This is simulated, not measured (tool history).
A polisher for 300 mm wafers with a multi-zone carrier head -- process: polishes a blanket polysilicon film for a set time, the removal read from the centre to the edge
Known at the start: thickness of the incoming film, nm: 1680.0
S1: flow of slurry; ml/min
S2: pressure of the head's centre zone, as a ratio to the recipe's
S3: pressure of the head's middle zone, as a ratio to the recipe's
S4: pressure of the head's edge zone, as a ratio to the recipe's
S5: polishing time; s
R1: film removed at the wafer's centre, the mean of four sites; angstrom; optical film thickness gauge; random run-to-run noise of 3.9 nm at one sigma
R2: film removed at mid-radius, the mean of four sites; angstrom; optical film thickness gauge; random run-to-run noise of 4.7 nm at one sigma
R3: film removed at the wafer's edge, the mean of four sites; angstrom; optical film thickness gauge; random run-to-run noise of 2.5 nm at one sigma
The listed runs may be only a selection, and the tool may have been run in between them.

Run 1, day 0: S1 320 ml/min, S2 1, S3 1, S4 1, S5 42 s. Result: R1 3269.5 angstrom, R2 3242.6 angstrom, R3 3219.9 angstrom.
Run 2, day 0.05: S1 325 ml/min, S2 0.99, S3 1.01, S4 1.03, S5 43 s. Result: R1 3275.1 angstrom, R2 3295.9 angstrom, R3 3332.8 angstrom.
Run 3, day 0.129: S1 325 ml/min, S2 0.98, S3 1.03, S4 1.05, S5 44 s. Result: R1 3274.8 angstrom, R2 3529.1 angstrom, R3 3427.6 angstrom.
Run 4, day 0.383: S1 325 ml/min, S2 0.98, S3 1.1, S4 1.05, S5 44 s. Result: R1 3373.9 angstrom, R2 3681.2 angstrom, R3 3476 angstrom.
Run 5, day 0.467: S1 290 ml/min, S2 0.98, S3 1.1, S4 1.05, S5 44 s. Result: R1 3307.6 angstrom, R2 3587.7 angstrom, R3 3430.5 angstrom.
Run 6, day 0.683: S1 290 ml/min, S2 0.98, S3 1.1, S4 1.05, S5 36 s. Result: R1 2611.4 angstrom, R2 2917.5 angstrom, R3 2803.7 angstrom.
Run 7, day 0.767: S1 295 ml/min, S2 0.98, S3 1.1, S4 1.07, S5 38 s. Result: R1 2853.9 angstrom, R2 3073.5 angstrom, R3 2966.5 angstrom.
Run 8, day 1.021: S1 300 ml/min, S2 0.97, S3 1.1, S4 1.09, S5 40 s. Result: R1 2944.6 angstrom, R2 3283 angstrom, R3 3145.4 angstrom.
Run 9, day 1.125: S1 300 ml/min, S2 0.96, S3 1.09, S4 1.1, S5 41 s. Result: R1 3070.3 angstrom, R2 3364.8 angstrom, R3 3271.7 angstrom.
Run 10, day 1.367: S1 305 ml/min, S2 0.95, S3 1.09, S4 1.11, S5 42 s. Result: R1 3075.5 angstrom, R2 3500.5 angstrom, R3 3362.6 angstrom.
Run 11, day 1.55: S1 305 ml/min, S2 0.94, S3 1.08, S4 1.12, S5 43 s. Result: R1 3112.5 angstrom, R2 3497.3 angstrom, R3 3463.6 angstrom.
Run 12, day 1.825: S1 310 ml/min, S2 0.94, S3 1.08, S4 1.13, S5 44 s. Result: R1 3199.9 angstrom, R2 3548.5 angstrom, R3 3554.7 angstrom.
Run 13, day 2.017: S1 315 ml/min, S2 0.94, S3 1.08, S4 1.14, S5 44 s. Result: R1 3185.1 angstrom, R2 3587.5 angstrom, R3 3582.7 angstrom.

Run 14, settings as shown, results not yet in. Your forecast:
Run 14, day 2.283: S1 320 ml/min, S2 0.94, S3 1.08, S4 1.15, S5 44 s. Result: R1 ?, R2 ?, R3 ?.

R1: 3164.8 angstrom
R2: 3565.7 angstrom
R3: 3569.1 angstrom

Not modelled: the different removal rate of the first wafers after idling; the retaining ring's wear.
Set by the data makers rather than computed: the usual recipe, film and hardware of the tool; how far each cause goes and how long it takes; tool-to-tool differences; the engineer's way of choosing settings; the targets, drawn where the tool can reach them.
